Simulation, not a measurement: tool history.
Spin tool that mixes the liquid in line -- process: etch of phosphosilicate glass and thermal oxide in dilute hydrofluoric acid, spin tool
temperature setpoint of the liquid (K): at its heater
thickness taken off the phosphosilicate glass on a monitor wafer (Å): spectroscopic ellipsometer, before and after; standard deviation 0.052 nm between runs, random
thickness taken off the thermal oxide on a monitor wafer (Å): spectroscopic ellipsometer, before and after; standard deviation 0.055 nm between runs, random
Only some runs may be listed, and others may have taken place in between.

run	hour	temperature setpoint of the liquid (K)	parts of water to one part of 49 % hydrofluoric acid (parts by volume)	time under the liquid (s)	thickness taken off the phosphosilicate glass on a monitor wafer (Å)	thickness taken off the thermal oxide on a monitor wafer (Å)
1	0.0	297.15	245	35	68.205	5.8785
2	7.3	299.65	240	35	77.051	6.7089
3	8.7	301.15	235	35	83.208	6.9716
4	12.7	301.15	265	35	71.287	6.2851
5	17.0	302.15	255	35	78.171	6.9464
6	25.5	302.15	175	35	123.610	9.8432
7	28.6	300.15	175	35	114.660	8.5129
8	31.5	299.15	175	35	111.530	10.7250

Run 9 comes next. What will it give?
9	32.6	298.65	180	35	?	?

{"run 9": {"thickness taken off the phosphosilicate glass on a monitor wafer (Å)": 105.89, "thickness taken off the thermal oxide on a monitor wafer (Å)": 8.7773}}
